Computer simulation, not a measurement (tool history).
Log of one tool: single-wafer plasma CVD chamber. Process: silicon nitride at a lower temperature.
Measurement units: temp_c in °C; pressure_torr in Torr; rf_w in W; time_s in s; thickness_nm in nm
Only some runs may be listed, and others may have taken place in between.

run,hour,temp_c,pressure_torr,rf_w,time_s,thickness_nm
1,0.0,370,2.00,355,29.1,39.811
2,5.1,370,2.11,365,29.1,41.358
3,13.8,370,2.11,365,29.1,41.431
4,16.6,370,2.11,400,29.1,44.340
5,21.6,364,2.11,400,29.1,44.561
6,25.9,364,2.18,400,29.1,44.712
7,27.5,364,2.26,400,29.1,45.345
8,32.7,364,2.32,400,29.1,45.264
9,36.9,364,2.38,400,29.1,45.936
10,42.9,364,2.38,400,29.1,45.847
11,44.1,364,2.43,400,29.1,45.959
12,52.8,364,2.48,400,29.1,46.148

Expected results for the next run?
13,56.4,364,2.48,400,29.1,?

{"run 13": {"thickness_nm": 46.3}}
